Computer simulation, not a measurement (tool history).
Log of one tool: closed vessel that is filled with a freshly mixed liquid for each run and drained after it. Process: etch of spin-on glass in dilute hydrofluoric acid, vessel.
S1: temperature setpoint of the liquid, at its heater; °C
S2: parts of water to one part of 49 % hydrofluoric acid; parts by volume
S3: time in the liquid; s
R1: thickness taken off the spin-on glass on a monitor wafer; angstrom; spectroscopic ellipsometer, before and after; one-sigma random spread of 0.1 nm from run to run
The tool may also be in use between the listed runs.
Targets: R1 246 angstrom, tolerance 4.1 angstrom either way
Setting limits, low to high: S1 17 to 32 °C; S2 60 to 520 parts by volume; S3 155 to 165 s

run 1 hour=0 | S1=24 S2=290 S3=155 | R1=162.26
run 2 hour=3.5 | S1=21 S2=290 S3=155 | R1=145.65
run 3 hour=11.9 | S1=20 S2=290 S3=155 | R1=140.33
run 4 hour=20.5 | S1=22 S2=285 S3=155 | R1=154.83
run 5 hour=25.5 | S1=20.5 S2=285 S3=155 | R1=146.65
run 6 hour=32.3 | S1=22.5 S2=280 S3=155 | R1=160.02
run 7 hour=39.7 | S1=24 S2=275 S3=155 | R1=173.71
-- hour=47.3 thermometer replaced
run 8 hour=47.3 | S1=25.5 S2=270 S3=155 | R1=196.66
run 9 hour=48.6 | S1=26.5 S2=270 S3=155 | R1=202.86
run 10 hour=51.2 | S1=27.5 S2=270 S3=155 | R1=210.47

Which of these 5 next moves meets every target?
run A hour=53.8 | S1=23.5 S2=290 S3=155 | R1=?
run B hour=53.8 | S1=26.5 S2=245 S3=165 | R1=?
run C hour=53.8 | S1=29 S2=270 S3=165 | R1=?
run D hour=53.8 | S1=26 S2=300 S3=165 | R1=?
run E hour=53.8 | S1=22.5 S2=240 S3=165 | R1=?

move=A R1=168.09
move=B R1=246.35
move=C R1=236.83
move=D R1=186.69
move=E R1=219.1
A: its largest miss is bigger than the last run's
B: all results land within tolerance of their targets
C: moves toward the targets from the last run without getting all of them in spec
D: its largest miss is bigger than the last run's
E: moves toward the targets from the last run without getting all of them in spec
The right move is B.

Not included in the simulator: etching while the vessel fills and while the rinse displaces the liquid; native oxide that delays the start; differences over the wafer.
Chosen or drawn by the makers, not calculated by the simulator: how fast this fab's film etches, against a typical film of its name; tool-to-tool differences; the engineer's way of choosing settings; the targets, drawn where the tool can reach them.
